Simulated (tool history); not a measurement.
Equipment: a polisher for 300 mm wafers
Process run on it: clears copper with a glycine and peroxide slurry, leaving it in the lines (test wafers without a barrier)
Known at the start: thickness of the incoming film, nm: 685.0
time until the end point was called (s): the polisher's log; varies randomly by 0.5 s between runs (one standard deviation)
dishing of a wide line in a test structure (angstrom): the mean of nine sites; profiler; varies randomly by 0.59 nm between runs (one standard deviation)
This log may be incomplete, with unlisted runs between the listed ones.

| run | day | flow of slurry (ml/min) | pressure of the wafer on the pad (psi) | speed of the pad under the wafer (cm/s) | overpolish time after the end point (s) | time until the end point was called (s) | dishing of a wide line in a test structure (angstrom) |
|---|---|---|---|---|---|---|---|
| 1 | 0.000 | 285 | 2.8 | 120 | 19 | 105.850 | 434.48 |
| 2 | 0.283 | 285 | 3.0 | 122 | 19 | 98.094 | 447.76 |
| 3 | 0.604 | 285 | 3.2 | 124 | 18 | 91.446 | 445.90 |
| 4 | 0.638 | 285 | 3.2 | 124 | 13 | 92.115 | 397.58 |
| 5 | 0.742 | 285 | 3.3 | 126 | 13 | 88.252 | 407.33 |
| 6 | 1.079 | 285 | 3.3 | 142 | 13 | 80.466 | 422.49 |
| 7 | 1.304 | 285 | 3.4 | 144 | 13 | 74.854 | 419.08 |

Estimate the outcome of run 8 from the log above:
| 8 | 1.333 | 285 | 3.4 | 144 | 13 | ? | ? |

{"run 8": {"time until the end point was called (s)": 76.413, "dishing of a wide line in a test structure (angstrom)": 419.04}}

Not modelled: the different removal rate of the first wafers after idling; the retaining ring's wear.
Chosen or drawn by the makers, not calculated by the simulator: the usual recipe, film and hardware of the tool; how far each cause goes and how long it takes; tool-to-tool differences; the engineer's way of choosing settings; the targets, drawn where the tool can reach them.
